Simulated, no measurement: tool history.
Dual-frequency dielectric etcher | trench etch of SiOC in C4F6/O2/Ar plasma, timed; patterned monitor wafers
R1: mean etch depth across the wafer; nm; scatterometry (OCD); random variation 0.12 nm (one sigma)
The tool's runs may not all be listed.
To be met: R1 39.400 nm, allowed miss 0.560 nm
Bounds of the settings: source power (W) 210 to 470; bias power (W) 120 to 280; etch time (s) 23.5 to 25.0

run 1 day=0.000 | source_power_(W)=340 bias_power_(W)=200 etch_time_(s)=23.5 | R1=43.493
run 2 day=0.254 | source_power_(W)=340 bias_power_(W)=236 etch_time_(s)=23.5 | R1=46.474
run 3 day=0.450 | source_power_(W)=370 bias_power_(W)=236 etch_time_(s)=23.5 | R1=48.079
run 4 day=0.575 | source_power_(W)=330 bias_power_(W)=231 etch_time_(s)=23.5 | R1=45.425
run 5 day=0.912 | source_power_(W)=300 bias_power_(W)=229 etch_time_(s)=23.5 | R1=43.419
run 6 day=1.254 | source_power_(W)=280 bias_power_(W)=228 etch_time_(s)=23.5 | R1=42.375
run 7 day=1.592 | source_power_(W)=270 bias_power_(W)=227 etch_time_(s)=23.5 | R1=41.646
run 8 day=1.675 | source_power_(W)=260 bias_power_(W)=226 etch_time_(s)=23.5 | R1=41.053
run 9 day=2.004 | source_power_(W)=250 bias_power_(W)=226 etch_time_(s)=23.5 | R1=40.526

5 next moves are on the table. One of them brings every result within its allowed miss. Which?
run A day=2.333 | source_power_(W)=210 bias_power_(W)=235 etch_time_(s)=25.0 | R1=?
run B day=2.333 | source_power_(W)=250 bias_power_(W)=243 etch_time_(s)=24.0 | R1=?
run C day=2.333 | source_power_(W)=250 bias_power_(W)=226 etch_time_(s)=24.0 | R1=?
run D day=2.333 | source_power_(W)=210 bias_power_(W)=238 etch_time_(s)=24.0 | R1=?
run E day=2.333 | source_power_(W)=260 bias_power_(W)=196 etch_time_(s)=24.5 | R1=?

move=A R1=40.733
move=B R1=42.537
move=C R1=41.290
move=D R1=39.310
move=E R1=40.401
A: further off than the last run
B: further off than the last run
C: further off than the last run
D: meets every target
E: nearer than the last run, and not there yet
Answer: D

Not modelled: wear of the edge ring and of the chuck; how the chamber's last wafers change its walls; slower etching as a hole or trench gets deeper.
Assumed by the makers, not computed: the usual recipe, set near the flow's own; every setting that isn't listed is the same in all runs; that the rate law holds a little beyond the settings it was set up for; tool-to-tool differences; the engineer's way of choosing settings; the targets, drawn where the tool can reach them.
